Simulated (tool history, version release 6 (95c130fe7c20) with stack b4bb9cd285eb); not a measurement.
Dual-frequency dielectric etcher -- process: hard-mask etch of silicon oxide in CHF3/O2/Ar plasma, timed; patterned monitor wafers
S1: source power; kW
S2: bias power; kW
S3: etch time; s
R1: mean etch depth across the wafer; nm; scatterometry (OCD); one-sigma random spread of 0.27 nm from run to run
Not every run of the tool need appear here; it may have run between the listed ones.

Run 1, hour 0: S1 0.76 kW, S2 0.193 kW, S3 23.5 s. Result: R1 50.694 nm.
Run 2, hour 6.2: S1 0.7 kW, S2 0.183 kW, S3 23.5 s. Result: R1 48.481 nm.
Run 3, hour 9.4: S1 0.7 kW, S2 0.207 kW, S3 23.5 s. Result: R1 50.435 nm.
Run 4, hour 11.6: S1 0.7 kW, S2 0.185 kW, S3 23.5 s. Result: R1 48.41 nm.
Run 5, hour 13.7: S1 0.65 kW, S2 0.177 kW, S3 23.5 s. Result: R1 45.857 nm.
Run 6, hour 14.8: S1 0.61 kW, S2 0.175 kW, S3 23.5 s. Result: R1 45.777 nm.
Run 7, hour 20.7: S1 0.58 kW, S2 0.168 kW, S3 23.5 s. Result: R1 44.07 nm.
Run 8, hour 28.3: S1 0.56 kW, S2 0.165 kW, S3 23.5 s. Result: R1 43.341 nm.

Predict the results of run 9:
Run 9, hour 35.9: S1 0.54 kW, S2 0.163 kW, S3 23.5 s. Result: R1 ?.

R1: 42.327 nm

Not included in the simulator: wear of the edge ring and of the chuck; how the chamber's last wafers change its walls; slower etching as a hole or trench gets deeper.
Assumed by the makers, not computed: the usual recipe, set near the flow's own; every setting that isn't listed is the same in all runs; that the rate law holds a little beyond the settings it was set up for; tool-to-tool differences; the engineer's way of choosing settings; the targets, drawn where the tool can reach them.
